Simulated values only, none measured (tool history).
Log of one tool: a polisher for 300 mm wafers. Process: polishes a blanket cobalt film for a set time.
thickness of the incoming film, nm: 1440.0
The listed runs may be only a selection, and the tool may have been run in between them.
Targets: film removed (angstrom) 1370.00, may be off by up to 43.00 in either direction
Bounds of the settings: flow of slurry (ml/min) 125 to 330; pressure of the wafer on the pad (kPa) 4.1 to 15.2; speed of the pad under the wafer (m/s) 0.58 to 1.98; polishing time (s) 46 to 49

run  hour  flow of slurry (ml/min)  pressure of the wafer on the pad (kPa)  speed of the pad under the wafer (m/s)  polishing time (s)  film removed (angstrom)
  1   0.0                      210                                     9.7                                    1.28                  46                  1768.90
  2   7.1                      210                                     9.7                                    1.28                  46                  1759.30
  3   9.5                      210                                     9.7                                    1.02                  46                  1403.10
  4  10.2                      210                                     8.3                                    1.02                  46                  1213.90
  5  12.5                      210                                     8.3                                    0.78                  46                   954.98
     20.7  -- slurry nozzle cleaned
  6  20.7                      215                                     9.0                                    0.78                  46                  1093.50
  7  29.1                      235                                     9.0                                    0.78                  46                  1106.70
  8  36.7                      255                                     9.0                                    0.78                  46                  1109.30
  9  44.3                      260                                     9.7                                    0.78                  46                  1186.80
 10  52.5                      265                                    10.3                                    0.78                  46                  1282.60
 11  60.2                      270                                    10.3                                    0.78                  46                  1290.70

Exactly one of the 4 candidate moves below puts every result within its allowed miss. Which one?
  A  67.9                      240                                    10.3                                    0.72                  46                        ?
  B  67.9                      265                                    13.8                                    0.60                  48                        ?
  C  67.9                      300                                     7.6                                    0.88                  49                        ?
  D  67.9                      275                                    12.4                                    0.60                  49                        ?

move  film removed (angstrom)
   A                  1176.00
   B                  1382.20
   C                  1148.40
   D                  1277.50
A: the biggest miss grows against the last run
B: every result within its allowed miss
C: the biggest miss grows against the last run
D: the biggest miss grows against the last run
B meets every target.
